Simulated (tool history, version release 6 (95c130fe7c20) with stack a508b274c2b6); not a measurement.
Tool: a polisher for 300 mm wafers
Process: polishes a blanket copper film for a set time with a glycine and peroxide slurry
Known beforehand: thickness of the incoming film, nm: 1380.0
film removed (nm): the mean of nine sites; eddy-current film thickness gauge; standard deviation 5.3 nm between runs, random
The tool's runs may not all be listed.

| run | hour | flow of slurry (ml/min) | pressure of the wafer on the pad (kPa) | speed of the pad under the wafer (cm/s) | polishing time (s) | film removed (nm) |
|---|---|---|---|---|---|---|
| 1 | 0.0 | 165 | 22.8 | 92 | 109 | 640.33 |
| 2 | 9.0 | 165 | 18.6 | 92 | 109 | 549.51 |
| 3 | 13.2 | 180 | 21.4 | 92 | 109 | 624.56 |
| 4 | 21.9 | 180 | 21.4 | 92 | 114 | 648.70 |
|  | 29.6 | slurry nozzle cleaned |
| 5 | 29.6 | 220 | 21.4 | 92 | 114 | 731.97 |
| 6 | 33.1 | 260 | 21.4 | 92 | 114 | 747.14 |
| 7 | 36.2 | 260 | 22.1 | 92 | 114 | 754.42 |

What does the tool deliver on the next run?
| 8 | 39.5 | 260 | 22.8 | 92 | 114 | ? |

{"run 8": {"film removed (nm)": 774.48}}
